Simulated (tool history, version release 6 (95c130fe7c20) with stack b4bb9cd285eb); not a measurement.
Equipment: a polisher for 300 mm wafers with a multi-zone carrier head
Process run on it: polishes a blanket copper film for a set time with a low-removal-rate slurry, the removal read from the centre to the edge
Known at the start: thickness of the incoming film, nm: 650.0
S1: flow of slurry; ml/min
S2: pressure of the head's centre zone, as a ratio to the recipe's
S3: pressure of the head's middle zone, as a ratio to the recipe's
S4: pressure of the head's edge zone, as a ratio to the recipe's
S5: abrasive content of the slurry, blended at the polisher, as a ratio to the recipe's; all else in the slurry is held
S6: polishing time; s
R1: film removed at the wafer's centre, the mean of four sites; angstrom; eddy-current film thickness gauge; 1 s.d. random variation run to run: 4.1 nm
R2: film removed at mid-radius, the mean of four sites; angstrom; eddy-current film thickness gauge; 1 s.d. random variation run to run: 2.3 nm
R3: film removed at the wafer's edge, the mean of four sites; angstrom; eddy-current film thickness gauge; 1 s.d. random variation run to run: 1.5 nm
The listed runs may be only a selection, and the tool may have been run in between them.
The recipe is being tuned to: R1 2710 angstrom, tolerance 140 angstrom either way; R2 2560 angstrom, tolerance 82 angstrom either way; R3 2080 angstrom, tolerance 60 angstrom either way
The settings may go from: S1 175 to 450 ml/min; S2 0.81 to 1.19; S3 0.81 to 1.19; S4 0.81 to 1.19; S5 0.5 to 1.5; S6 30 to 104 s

Run 1, day 0: S1 290 ml/min, S2 1, S3 1, S4 1, S5 1, S6 67 s. Result: R1 2045.4 angstrom, R2 1991.2 angstrom, R3 1954.5 angstrom.
Run 2, day 0.104: S1 295 ml/min, S2 1.02, S3 1.02, S4 1, S5 1.05, S6 67 s. Result: R1 2135.3 angstrom, R2 2038.9 angstrom, R3 2009.7 angstrom.
Run 3, day 0.221: S1 300 ml/min, S2 1.03, S3 1.04, S4 0.98, S5 1.05, S6 67 s. Result: R1 2195 angstrom, R2 2063.2 angstrom, R3 1967.7 angstrom.
Run 4, day 0.458: S1 305 ml/min, S2 1.03, S3 1.06, S4 0.97, S5 1.1, S6 67 s. Result: R1 2200.8 angstrom, R2 2163.3 angstrom, R3 1999.3 angstrom.
Run 5, day 0.821: S1 310 ml/min, S2 1.04, S3 1.08, S4 0.97, S5 1.1, S6 67 s. Result: R1 2200.2 angstrom, R2 2192.9 angstrom, R3 1999.3 angstrom.
Run 6, day 0.888: S1 315 ml/min, S2 1.06, S3 1.09, S4 0.96, S5 1.1, S6 67 s. Result: R1 2283.7 angstrom, R2 2216.4 angstrom, R3 1944 angstrom.
Run 7, day 0.954: S1 320 ml/min, S2 1.07, S3 1.1, S4 0.97, S5 1.1, S6 67 s. Result: R1 2276.4 angstrom, R2 2193.1 angstrom, R3 1989.5 angstrom.
Run 8, day 1.038: S1 320 ml/min, S2 1.07, S3 1.1, S4 0.97, S5 1.1, S6 67 s. Result: R1 2245.2 angstrom, R2 2203.4 angstrom, R3 1983.9 angstrom.
Run 9, day 1.408: S1 320 ml/min, S2 1.08, S3 1.11, S4 0.96, S5 1.15, S6 67 s. Result: R1 2305.3 angstrom, R2 2261.2 angstrom, R3 1988.9 angstrom.
Run 10, day 1.625: S1 320 ml/min, S2 1.09, S3 1.12, S4 0.96, S5 1.2, S6 67 s. Result: R1 2355 angstrom, R2 2332.2 angstrom, R3 1997.8 angstrom.
Run 11, day 1.704: S1 350 ml/min, S2 1.19, S3 1.18, S4 1, S5 1.3, S6 67 s. Result: R1 2719.4 angstrom, R2 2465.8 angstrom, R3 2098.8 angstrom.
Run 12, day 1.754: S1 350 ml/min, S2 1.19, S3 1.18, S4 0.99, S5 1.3, S6 67 s. Result: R1 2700.4 angstrom, R2 2462.4 angstrom, R3 2083 angstrom.

Below are 5 possible settings for the next run. Only one of them brings all results inside the allowed miss of their targets. Which is it?
Run A, day 1.804: S1 390 ml/min, S2 1.16, S3 1.17, S4 0.9, S5 1.1, S6 72 s. Result: R1 ?, R2 ?, R3 ?.
Run B, day 1.804: S1 395 ml/min, S2 1.19, S3 1.08, S4 1.01, S5 1.25, S6 67 s. Result: R1 ?, R2 ?, R3 ?.
Run C, day 1.804: S1 360 ml/min, S2 1.08, S3 1.18, S4 1.04, S5 1.3, S6 64 s. Result: R1 ?, R2 ?, R3 ?.
Run D, day 1.804: S1 400 ml/min, S2 1.19, S3 1.19, S4 0.84, S5 1.35, S6 67 s. Result: R1 ?, R2 ?, R3 ?.
Run E, day 1.804: S1 350 ml/min, S2 1.13, S3 1.12, S4 1.01, S5 1.3, S6 67 s. Result: R1 ?, R2 ?, R3 ?.

move      R1      R2      R3
   A    2655  2557.7    2074
   B  2622.5    2313  2111.2
   C  2282.2  2380.2  2055.2
   D    2680  2549.3  1976.1
   E  2494.6  2386.6  2119.6
A: all results land within tolerance of their targets
B: further off than the last run
C: further off than the last run
D: corrects the largest miss of the last run, while another result sits out of spec
E: further off than the last run
The right move is A.

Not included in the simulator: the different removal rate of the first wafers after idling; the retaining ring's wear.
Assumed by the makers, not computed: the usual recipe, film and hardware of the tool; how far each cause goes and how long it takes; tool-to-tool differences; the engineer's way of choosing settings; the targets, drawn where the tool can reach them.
